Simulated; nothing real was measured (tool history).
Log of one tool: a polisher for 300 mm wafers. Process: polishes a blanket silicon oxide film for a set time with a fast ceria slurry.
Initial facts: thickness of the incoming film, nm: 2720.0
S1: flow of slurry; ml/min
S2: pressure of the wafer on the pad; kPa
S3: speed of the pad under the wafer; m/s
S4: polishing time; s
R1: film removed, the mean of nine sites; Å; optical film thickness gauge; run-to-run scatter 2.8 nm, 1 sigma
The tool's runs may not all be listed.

run 1 day=0 | S1=170 S2=23.4 S3=1.28 S4=20 | R1=4127.7
run 2 day=0.312 | S1=170 S2=23.4 S3=1.44 S4=20 | R1=4631.2
run 3 day=0.504 | S1=170 S2=23.4 S3=1.22 S4=20 | R1=3948.4
run 4 day=0.729 | S1=170 S2=23.4 S3=1.22 S4=18 | R1=3545.8
run 5 day=0.762 | S1=125 S2=23.4 S3=1.22 S4=18 | R1=3323.2
run 6 day=1.058 | S1=140 S2=23.4 S3=1.22 S4=18 | R1=3417.3
run 7 day=1.275 | S1=150 S2=23.4 S3=1.22 S4=18 | R1=3453.2
run 8 day=1.438 | S1=160 S2=23.4 S3=1.22 S4=18 | R1=3533.4
run 9 day=1.804 | S1=170 S2=23.4 S3=1.22 S4=18 | R1=3548.2
run 10 day=2.021 | S1=180 S2=23.4 S3=1.22 S4=18 | R1=3635.3
run 11 day=2.325 | S1=185 S2=23.4 S3=1.22 S4=18 | R1=3594
run 12 day=2.45 | S1=190 S2=23.4 S3=1.22 S4=18 | R1=3671.5
run 13 day=2.671 | S1=195 S2=23.4 S3=1.22 S4=18 | R1=3689.4
run 14 day=2.704 | S1=200 S2=23.4 S3=1.22 S4=18 | R1=3662.4
run 15 day=3.033 | S1=205 S2=23.4 S3=1.22 S4=18 | R1=3650.3
run 16 day=3.212 | S1=210 S2=23.4 S3=1.22 S4=18 | R1=3697.7
run 17 day=3.471 | S1=215 S2=23.4 S3=1.22 S4=18 | R1=3708.1
-- day=3.562 head pressure recalibrated
run 18 day=3.562 | S1=220 S2=23.4 S3=1.22 S4=18 | R1=4023.9

Estimate the outcome of run 19 from the log above:
run 19 day=3.925 | S1=215 S2=23.4 S3=1.22 S4=18 | R1=?

For run 19 the tool returned R1 3968.3 Å.
